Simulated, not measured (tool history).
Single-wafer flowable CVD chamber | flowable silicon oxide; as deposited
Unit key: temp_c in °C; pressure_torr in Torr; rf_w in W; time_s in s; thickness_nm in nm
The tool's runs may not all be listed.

run 1 hour=0.0 | temp_c=95 pressure_torr=0.889 rf_w=1930 time_s=958 | thickness_nm=816.36
run 2 hour=1.1 | temp_c=95 pressure_torr=0.889 rf_w=1800 time_s=958 | thickness_nm=798.88
run 3 hour=9.9 | temp_c=93 pressure_torr=0.890 rf_w=1800 time_s=958 | thickness_nm=862.13
run 4 hour=12.0 | temp_c=93 pressure_torr=0.751 rf_w=1800 time_s=958 | thickness_nm=732.40
run 5 hour=18.1 | temp_c=93 pressure_torr=0.653 rf_w=1800 time_s=958 | thickness_nm=647.19
run 6 hour=25.2 | temp_c=93 pressure_torr=0.653 rf_w=1800 time_s=958 | thickness_nm=640.98
run 7 hour=29.6 | temp_c=90 pressure_torr=0.654 rf_w=1800 time_s=958 | thickness_nm=713.36
run 8 hour=36.0 | temp_c=88 pressure_torr=0.655 rf_w=1800 time_s=958 | thickness_nm=765.57

Run 9 comes next. What will it give?
run 9 hour=38.1 | temp_c=86 pressure_torr=0.656 rf_w=1800 time_s=958 | thickness_nm=?

Run 9 measured thickness_nm 826.36 nm.

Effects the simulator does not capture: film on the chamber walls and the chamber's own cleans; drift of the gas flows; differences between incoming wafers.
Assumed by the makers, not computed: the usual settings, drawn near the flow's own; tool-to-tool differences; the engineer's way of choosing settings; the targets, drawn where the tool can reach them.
